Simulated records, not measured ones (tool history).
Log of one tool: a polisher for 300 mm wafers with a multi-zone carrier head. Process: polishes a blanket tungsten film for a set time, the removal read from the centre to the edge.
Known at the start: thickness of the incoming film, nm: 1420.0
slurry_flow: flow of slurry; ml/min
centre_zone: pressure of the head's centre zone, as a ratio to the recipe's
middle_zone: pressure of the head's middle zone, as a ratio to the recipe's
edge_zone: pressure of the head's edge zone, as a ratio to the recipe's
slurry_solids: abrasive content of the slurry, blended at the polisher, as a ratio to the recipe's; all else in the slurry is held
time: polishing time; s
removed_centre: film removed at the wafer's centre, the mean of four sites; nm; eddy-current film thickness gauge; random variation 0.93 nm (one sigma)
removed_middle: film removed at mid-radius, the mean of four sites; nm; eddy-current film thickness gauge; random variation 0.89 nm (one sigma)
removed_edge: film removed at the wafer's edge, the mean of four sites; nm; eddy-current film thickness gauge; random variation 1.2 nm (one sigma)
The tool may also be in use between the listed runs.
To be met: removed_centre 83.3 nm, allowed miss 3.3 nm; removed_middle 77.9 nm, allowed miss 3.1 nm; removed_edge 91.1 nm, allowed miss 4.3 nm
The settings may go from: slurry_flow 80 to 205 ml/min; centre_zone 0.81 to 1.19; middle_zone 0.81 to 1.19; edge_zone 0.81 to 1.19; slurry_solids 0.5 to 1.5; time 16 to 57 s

Run 1, hour 0: slurry_flow 135 ml/min, centre_zone 1, middle_zone 1, edge_zone 1, slurry_solids 1, time 36 s. Result: removed_centre 189.31 nm, removed_middle 190.58 nm, removed_edge 188.14 nm.
Run 2, hour 4.2: slurry_flow 135 ml/min, centre_zone 1, middle_zone 0.92, edge_zone 1, slurry_solids 1, time 36 s. Result: removed_centre 190.22 nm, removed_middle 178.09 nm, removed_edge 191.96 nm.
Run 3, hour 8: slurry_flow 135 ml/min, centre_zone 1, middle_zone 0.96, edge_zone 1, slurry_solids 1, time 36 s. Result: removed_centre 188.21 nm, removed_middle 186.63 nm, removed_edge 194.91 nm.
Run 4, hour 15.2: slurry_flow 135 ml/min, centre_zone 1, middle_zone 0.96, edge_zone 1, slurry_solids 1.2, time 36 s. Result: removed_centre 200.28 nm, removed_middle 186.96 nm, removed_edge 198.83 nm.
Run 5, hour 16.3: slurry_flow 115 ml/min, centre_zone 0.99, middle_zone 0.91, edge_zone 0.96, slurry_solids 0.95, time 29 s. Result: removed_centre 147.07 nm, removed_middle 136.39 nm, removed_edge 144.62 nm.
Run 6, hour 21.6: slurry_flow 115 ml/min, centre_zone 0.99, middle_zone 0.83, edge_zone 0.96, slurry_solids 0.95, time 29 s. Result: removed_centre 144.48 nm, removed_middle 127.42 nm, removed_edge 148.77 nm.
Run 7, hour 29.8: slurry_flow 105 ml/min, centre_zone 0.97, middle_zone 0.82, edge_zone 0.96, slurry_solids 0.85, time 25 s. Result: removed_centre 118.89 nm, removed_middle 103.92 nm, removed_edge 126.97 nm.
Run 8, hour 33.9: slurry_flow 100 ml/min, centre_zone 0.89, middle_zone 0.87, edge_zone 0.86, slurry_solids 0.6, time 18 s. Result: removed_centre 74.316 nm, removed_middle 73.989 nm, removed_edge 78.667 nm.
Run 9, hour 42.8: slurry_flow 110 ml/min, centre_zone 0.9, middle_zone 0.86, edge_zone 0.89, slurry_solids 0.6, time 18 s. Result: removed_centre 75.787 nm, removed_middle 75.868 nm, removed_edge 81.498 nm.
Run 10, hour 49.1: slurry_flow 110 ml/min, centre_zone 0.92, middle_zone 0.85, edge_zone 0.92, slurry_solids 0.6, time 18 s. Result: removed_centre 77.66 nm, removed_middle 75.368 nm, removed_edge 83.394 nm.
Run 11, hour 58: slurry_flow 115 ml/min, centre_zone 0.93, middle_zone 0.84, edge_zone 0.94, slurry_solids 0.6, time 18 s. Result: removed_centre 80.057 nm, removed_middle 72.216 nm, removed_edge 85.616 nm.
Run 12, hour 63.8: slurry_flow 115 ml/min, centre_zone 0.93, middle_zone 0.85, edge_zone 0.95, slurry_solids 0.65, time 18 s. Result: removed_centre 81.027 nm, removed_middle 75.736 nm, removed_edge 85.906 nm.

Which of these 5 next moves meets every target?
Run A, hour 69.6: slurry_flow 145 ml/min, centre_zone 0.98, middle_zone 0.88, edge_zone 0.96, slurry_solids 0.5, time 17 s. Result: removed_centre ?, removed_middle ?, removed_edge ?.
Run B, hour 69.6: slurry_flow 120 ml/min, centre_zone 1, middle_zone 0.95, edge_zone 0.87, slurry_solids 0.8, time 16 s. Result: removed_centre ?, removed_middle ?, removed_edge ?.
Run C, hour 69.6: slurry_flow 95 ml/min, centre_zone 0.89, middle_zone 0.81, edge_zone 0.91, slurry_solids 0.5, time 21 s. Result: removed_centre ?, removed_middle ?, removed_edge ?.
Run D, hour 69.6: slurry_flow 150 ml/min, centre_zone 0.95, middle_zone 1.02, edge_zone 0.93, slurry_solids 0.55, time 16 s. Result: removed_centre ?, removed_middle ?, removed_edge ?.
Run E, hour 69.6: slurry_flow 110 ml/min, centre_zone 0.92, middle_zone 0.81, edge_zone 1.05, slurry_solids 0.7, time 17 s. Result: removed_centre ?, removed_middle ?, removed_edge ?.

move  removed_centre  removed_middle  removed_edge
   A          81.358          74.993        81.173
   B          80.299          77.669        76.046
   C          83.555          79.925        92.581
   D          75.766          81.308        76.349
   E          75.633          69.744        85.719
A: further off than the last run
B: further off than the last run
C: meets every target
D: further off than the last run
E: further off than the last run
The right move is C.
